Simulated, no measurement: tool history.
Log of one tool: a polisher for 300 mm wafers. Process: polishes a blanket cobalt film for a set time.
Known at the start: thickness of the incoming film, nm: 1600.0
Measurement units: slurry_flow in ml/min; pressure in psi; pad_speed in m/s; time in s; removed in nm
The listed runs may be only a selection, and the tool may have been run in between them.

Run 1, hour 0.0: slurry_flow 300 ml/min, pressure 1.9 psi, pad_speed 0.98 m/s, time 66 s. Result: removed 335.76 nm.
Run 2, hour 3.1: slurry_flow 300 ml/min, pressure 1.7 psi, pad_speed 0.96 m/s, time 66 s. Result: removed 310.48 nm.
Run 3, hour 8.0: slurry_flow 300 ml/min, pressure 1.5 psi, pad_speed 0.92 m/s, time 66 s. Result: removed 280.17 nm.
Run 4, hour 10.8: slurry_flow 300 ml/min, pressure 1.4 psi, pad_speed 0.88 m/s, time 66 s. Result: removed 260.62 nm.
Run 5, hour 19.8: slurry_flow 300 ml/min, pressure 1.0 psi, pad_speed 0.88 m/s, time 66 s. Result: removed 212.78 nm.
Run 6, hour 20.6: slurry_flow 300 ml/min, pressure 1.0 psi, pad_speed 0.86 m/s, time 66 s. Result: removed 210.68 nm.
Run 7, hour 27.1: slurry_flow 300 ml/min, pressure 1.0 psi, pad_speed 0.84 m/s, time 66 s. Result: removed 208.80 nm.

Run 8 has not been measured yet. What should we expect?
Run 8, hour 33.8: slurry_flow 300 ml/min, pressure 1.0 psi, pad_speed 0.82 m/s, time 66 s. Result: removed ?.

removed: 203.69 nm

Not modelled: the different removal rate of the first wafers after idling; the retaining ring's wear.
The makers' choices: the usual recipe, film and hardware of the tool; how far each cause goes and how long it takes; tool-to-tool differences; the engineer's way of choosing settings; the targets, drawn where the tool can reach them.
